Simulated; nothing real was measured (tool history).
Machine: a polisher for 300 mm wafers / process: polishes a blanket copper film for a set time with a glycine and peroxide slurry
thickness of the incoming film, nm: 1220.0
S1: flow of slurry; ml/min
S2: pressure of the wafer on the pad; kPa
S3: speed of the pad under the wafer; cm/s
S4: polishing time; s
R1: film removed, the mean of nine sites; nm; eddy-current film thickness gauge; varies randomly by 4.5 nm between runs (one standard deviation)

run,hour,S1,S2,S3,S4,R1
1,0.0,205,13.8,128,98,496.70
2,3.2,205,12.4,126,98,452.74
3,5.0,205,12.4,144,98,515.71
4,11.4,205,12.4,144,103,520.98
5,19.0,170,12.4,144,103,519.87
6,24.4,170,11.0,144,103,469.14
7,31.1,170,9.7,142,103,427.66

Run 8 comes next. What will it give?
8,33.0,170,9.0,142,103,?

{"run 8": {"R1": 393.68}}
